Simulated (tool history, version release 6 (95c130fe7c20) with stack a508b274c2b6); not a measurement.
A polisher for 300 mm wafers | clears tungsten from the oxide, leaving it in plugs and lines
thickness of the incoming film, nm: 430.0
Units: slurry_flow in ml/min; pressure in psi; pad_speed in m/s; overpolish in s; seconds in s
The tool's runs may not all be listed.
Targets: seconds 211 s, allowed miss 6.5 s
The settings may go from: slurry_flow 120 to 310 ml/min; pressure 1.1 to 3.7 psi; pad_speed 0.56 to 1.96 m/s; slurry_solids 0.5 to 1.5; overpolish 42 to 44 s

run 1 hour=0 | slurry_flow=200 pressure=2.4 pad_speed=1.26 slurry_solids=1 overpolish=42 | seconds=97.504
run 2 hour=5.4 | slurry_flow=200 pressure=2.4 pad_speed=1.26 slurry_solids=1 overpolish=44 | seconds=98.915
run 3 hour=8.7 | slurry_flow=200 pressure=2.4 pad_speed=1.26 slurry_solids=0.85 overpolish=44 | seconds=99.632
run 4 hour=9.9 | slurry_flow=250 pressure=2.4 pad_speed=1.26 slurry_solids=0.85 overpolish=44 | seconds=96.448
run 5 hour=17.3 | slurry_flow=250 pressure=2.4 pad_speed=1.42 slurry_solids=0.85 overpolish=44 | seconds=85.78
run 6 hour=22.3 | slurry_flow=240 pressure=2 pad_speed=1.28 slurry_solids=0.85 overpolish=44 | seconds=116.22
-- hour=23.9 slurry nozzle cleaned
run 7 hour=23.9 | slurry_flow=205 pressure=1.4 pad_speed=1.04 slurry_solids=0.85 overpolish=44 | seconds=190.22
run 8 hour=26.9 | slurry_flow=175 pressure=1.2 pad_speed=1.04 slurry_solids=0.85 overpolish=44 | seconds=225.5
run 9 hour=34.5 | slurry_flow=185 pressure=1.2 pad_speed=1.04 slurry_solids=0.85 overpolish=44 | seconds=226.16
run 10 hour=42.9 | slurry_flow=185 pressure=1.4 pad_speed=1.04 slurry_solids=0.85 overpolish=44 | seconds=193.92
run 11 hour=49.2 | slurry_flow=180 pressure=1.4 pad_speed=1.04 slurry_solids=0.85 overpolish=44 | seconds=195.75
run 12 hour=52.7 | slurry_flow=160 pressure=1.2 pad_speed=1.04 slurry_solids=0.85 overpolish=44 | seconds=229.43
run 13 hour=61.6 | slurry_flow=170 pressure=1.2 pad_speed=1.04 slurry_solids=0.85 overpolish=44 | seconds=228.36
run 14 hour=68.9 | slurry_flow=180 pressure=1.2 pad_speed=1.04 slurry_solids=0.85 overpolish=44 | seconds=225.04
run 15 hour=70.5 | slurry_flow=190 pressure=1.2 pad_speed=1.04 slurry_solids=0.85 overpolish=44 | seconds=222.47
run 16 hour=74.6 | slurry_flow=195 pressure=1.2 pad_speed=1.04 slurry_solids=0.85 overpolish=44 | seconds=224.97

4 next moves are on the table. One of them brings every result within its allowed miss. Which?
run A hour=78.7 | slurry_flow=170 pressure=1.1 pad_speed=1.1 slurry_solids=0.95 overpolish=44 | seconds=?
run B hour=78.7 | slurry_flow=215 pressure=1.6 pad_speed=0.88 slurry_solids=0.9 overpolish=42 | seconds=?
run C hour=78.7 | slurry_flow=205 pressure=1.4 pad_speed=0.98 slurry_solids=0.7 overpolish=42 | seconds=?
run D hour=78.7 | slurry_flow=160 pressure=1.8 pad_speed=0.84 slurry_solids=0.8 overpolish=44 | seconds=?

move=A seconds=231.89
move=B seconds=197.96
move=C seconds=210.35
move=D seconds=193.98
A: further off than the last run
B: takes the result that was furthest off past its target
C: meets every target
D: takes the result that was furthest off past its target
The right move is C.
